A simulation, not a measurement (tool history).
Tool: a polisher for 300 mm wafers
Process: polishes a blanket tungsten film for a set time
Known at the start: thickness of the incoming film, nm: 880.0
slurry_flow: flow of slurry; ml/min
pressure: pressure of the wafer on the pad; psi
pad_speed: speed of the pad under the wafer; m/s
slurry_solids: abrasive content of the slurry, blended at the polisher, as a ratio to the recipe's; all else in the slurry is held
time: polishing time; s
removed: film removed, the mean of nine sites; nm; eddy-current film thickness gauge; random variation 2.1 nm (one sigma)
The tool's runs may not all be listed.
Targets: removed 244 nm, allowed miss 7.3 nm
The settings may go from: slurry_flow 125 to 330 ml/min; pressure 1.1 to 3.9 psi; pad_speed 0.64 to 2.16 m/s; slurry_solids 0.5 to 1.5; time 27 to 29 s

run	day	slurry_flow	pressure	pad_speed	slurry_solids	time	removed
1	0	210	2.5	1.4	1	29	138.89
2	0.296	215	2.8	1.4	1	29	153.43
3	0.492	215	2.8	1.16	1	29	127.4
4	0.679	215	2.8	1.04	1	29	115.49
5	0.838	220	3.1	1.14	1	29	140.32
6	1.067	220	3.1	1.14	1	27	129.14
7	1.1	220	3.3	1.26	1	27	153.16
8	1.133	220	3.5	1.34	1	27	170.44
9	1.45	225	3.6	1.42	1	27	188.69
10	1.492	225	3.7	1.48	1	27	201.84

5 next moves are on the table. One of them brings every result within its allowed miss. Which?
A	1.533	185	3.7	1.26	1.05	29	?
B	1.533	225	3.8	1.58	1.15	27	?
C	1.533	210	3.4	1.42	0.85	28	?
D	1.533	205	3.9	1.5	0.95	29	?
E	1.533	185	3.1	2.06	1	29	?

move	removed
A	180.62
B	225.73
C	175.34
D	223.7
E	242.53
A: further off than the last run
B: nearer than the last run, and not there yet
C: further off than the last run
D: nearer than the last run, and not there yet
E: meets every target
Move E is the one to make.

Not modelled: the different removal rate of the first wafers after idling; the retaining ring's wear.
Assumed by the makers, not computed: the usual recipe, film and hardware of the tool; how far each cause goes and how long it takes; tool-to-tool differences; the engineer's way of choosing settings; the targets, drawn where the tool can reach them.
